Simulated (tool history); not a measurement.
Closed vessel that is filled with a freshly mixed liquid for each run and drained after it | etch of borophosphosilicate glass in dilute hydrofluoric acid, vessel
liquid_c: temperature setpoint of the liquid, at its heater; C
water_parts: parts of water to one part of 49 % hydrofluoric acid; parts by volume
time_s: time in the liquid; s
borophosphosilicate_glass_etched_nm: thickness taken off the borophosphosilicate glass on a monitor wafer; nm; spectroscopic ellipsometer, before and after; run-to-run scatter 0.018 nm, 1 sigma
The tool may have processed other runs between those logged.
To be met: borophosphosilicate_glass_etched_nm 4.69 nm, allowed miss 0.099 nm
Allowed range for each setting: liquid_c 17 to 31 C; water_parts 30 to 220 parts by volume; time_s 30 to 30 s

run    day  liquid_c  water_parts  time_s  borophosphosilicate_glass_etched_nm
  1      0        23          125      30                               5.4723
  2  0.308        22          125      30                               5.2828
  3  0.554      25.5          125      30                               6.0465
  4  0.846        24          125      30                               5.6683
  5    1.2      22.5          125      30                               5.3821
  6    1.4      22.5           95      30                               7.3295
  7  1.688        21          100      30                               6.4959
  8  1.721        20          105      30                               5.9093
  9  2.071        19          110      30                               5.3858

Exactly one of the 5 candidate moves below puts every result within its allowed miss. Which one?
  A  2.421        17          115      30                                    ?
  B  2.421        17          120      30                                    ?
  C  2.421        18          125      30                                    ?
  D  2.421        17          110      30                                    ?
  E  2.421      17.5           85      30                                    ?

move  borophosphosilicate_glass_etched_nm
   A                               4.7341
   B                               4.5139
   C                               4.4938
   D                               4.9746
   E                               6.7497
A: every result lands within tolerance
B: the result that was furthest off in the last run now lies on the other side of its target
C: the result that was furthest off in the last run now lies on the other side of its target
D: closer than the last run, but not yet in spec
E: further off than the last run
A is the move that brings every result within its allowed miss.
